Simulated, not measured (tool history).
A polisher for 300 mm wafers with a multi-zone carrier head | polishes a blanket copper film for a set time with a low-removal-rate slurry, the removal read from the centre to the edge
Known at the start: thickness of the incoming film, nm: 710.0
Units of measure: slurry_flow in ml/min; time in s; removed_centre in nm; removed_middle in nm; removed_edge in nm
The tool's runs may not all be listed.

{"run": 1, "hour": 0.0, "slurry_flow": 295, "centre_zone": 1.0, "middle_zone": 1.0, "edge_zone": 1.0, "slurry_solids": 1.0, "time": 72, "removed_centre": 117.29, "removed_middle": 120.75, "removed_edge": 113.94}
{"run": 2, "hour": 7.4, "slurry_flow": 315, "centre_zone": 1.0, "middle_zone": 1.06, "edge_zone": 1.02, "slurry_solids": 1.15, "time": 75, "removed_centre": 126.88, "removed_middle": 136.93, "removed_edge": 123.03}
{"run": 3, "hour": 15.0, "slurry_flow": 265, "centre_zone": 1.0, "middle_zone": 1.06, "edge_zone": 1.02, "slurry_solids": 1.15, "time": 75, "removed_centre": 125.13, "removed_middle": 133.65, "removed_edge": 122.33}
{"run": 4, "hour": 17.3, "slurry_flow": 265, "centre_zone": 1.0, "middle_zone": 1.06, "edge_zone": 1.02, "slurry_solids": 1.25, "time": 75, "removed_centre": 127.73, "removed_middle": 135.7, "removed_edge": 124.06}
{"run": 5, "hour": 22.1, "slurry_flow": 300, "centre_zone": 1.0, "middle_zone": 1.1, "edge_zone": 1.03, "slurry_solids": 1.3, "time": 78, "removed_centre": 137.43, "removed_middle": 152.64, "removed_edge": 132.73}
{"run": 6, "hour": 30.1, "slurry_flow": 330, "centre_zone": 1.0, "middle_zone": 1.13, "edge_zone": 1.06, "slurry_solids": 1.35, "time": 79, "removed_centre": 141.87, "removed_middle": 158.47, "removed_edge": 137.43}
{"run": 7, "hour": 35.2, "slurry_flow": 340, "centre_zone": 0.99, "middle_zone": 1.15, "edge_zone": 1.06, "slurry_solids": 1.4, "time": 81, "removed_centre": 144.27, "removed_middle": 166.85, "removed_edge": 141.77}
{"run": 8, "hour": 44.2, "slurry_flow": 350, "centre_zone": 0.99, "middle_zone": 1.16, "edge_zone": 1.06, "slurry_solids": 1.45, "time": 83, "removed_centre": 149.04, "removed_middle": 174.54, "removed_edge": 147.5}
{"run": 9, "hour": 48.7, "slurry_flow": 355, "centre_zone": 0.99, "middle_zone": 1.17, "edge_zone": 1.05, "slurry_solids": 1.45, "time": 84, "removed_centre": 151.58, "removed_middle": 179.58, "removed_edge": 149.48}
{"run": 10, "hour": 57.6, "slurry_flow": 360, "centre_zone": 0.99, "middle_zone": 1.18, "edge_zone": 1.04, "slurry_solids": 1.45, "time": 85, "removed_centre": 152.69, "removed_middle": 181.5, "removed_edge": 150.47}

Run 11 has not been measured yet. What should we expect?
{"run": 11, "hour": 61.5, "slurry_flow": 365, "centre_zone": 0.99, "middle_zone": 1.18, "edge_zone": 1.03, "slurry_solids": 1.45, "time": 86, "removed_centre": "?", "removed_middle": "?", "removed_edge": "?"}

{"run 11": {"removed_centre": 154.62, "removed_middle": 183.14, "removed_edge": 151.51}}
